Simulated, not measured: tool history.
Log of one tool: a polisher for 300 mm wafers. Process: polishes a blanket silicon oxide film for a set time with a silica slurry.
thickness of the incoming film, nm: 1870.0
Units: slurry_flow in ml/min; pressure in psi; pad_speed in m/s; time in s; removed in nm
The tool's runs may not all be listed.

run  hour  slurry_flow  pressure  pad_speed  slurry_solids  time  removed
  1   0.0          195       5.5       1.38            1.0    38   159.74
  2   2.9          195       5.1       1.32            1.0    38   144.24
  3   5.0          195       5.1       1.32            1.0    38   143.86
  4  13.9          195       6.4       1.32            1.0    38   176.59
     20.8  -- slurry nozzle cleaned
  5  20.8          195       6.4       1.32            1.0    38   186.10
  6  24.9          195       6.4       1.60            1.0    38   219.71
  7  28.3          195       5.9       1.52            1.0    38   199.59
  8  35.6          195       5.5       1.46            1.0    38   178.49
  9  44.4          195       4.0       1.08            0.9    37   101.86
 10  49.2          195       3.8       1.06            0.9    37    96.46

Forecast run 11:
 11  56.5          195       3.6       1.04            0.9    37        ?

Run 11 gave removed 89.07 nm.
